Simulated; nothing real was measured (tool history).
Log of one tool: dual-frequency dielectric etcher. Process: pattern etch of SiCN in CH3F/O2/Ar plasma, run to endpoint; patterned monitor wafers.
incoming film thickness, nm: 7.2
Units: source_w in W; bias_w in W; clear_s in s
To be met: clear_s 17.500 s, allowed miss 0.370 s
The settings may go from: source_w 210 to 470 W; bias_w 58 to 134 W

run,hour,source_w,bias_w,clear_s
1,0.0,340,96,19.507
2,3.4,350,97,19.202
3,11.1,360,98,19.121
4,19.1,370,99,18.651
5,21.9,380,99,18.548
6,28.8,380,87,19.584
7,29.7,390,88,19.471
8,32.8,400,90,19.093
9,41.6,410,91,18.614
10,46.5,420,91,18.577

5 next moves are on the table. One of them brings every result within its allowed miss. Which?
A,51.4,450,79,?
B,51.4,440,99,?
C,51.4,400,89,?
D,51.4,430,89,?
E,51.4,400,100,?

move,clear_s
A,19.096
B,17.484
C,18.928
D,18.449
E,18.001
A: further off than the last run
B: meets every target
C: further off than the last run
D: nearer than the last run, and not there yet
E: nearer than the last run, and not there yet
Answer: B
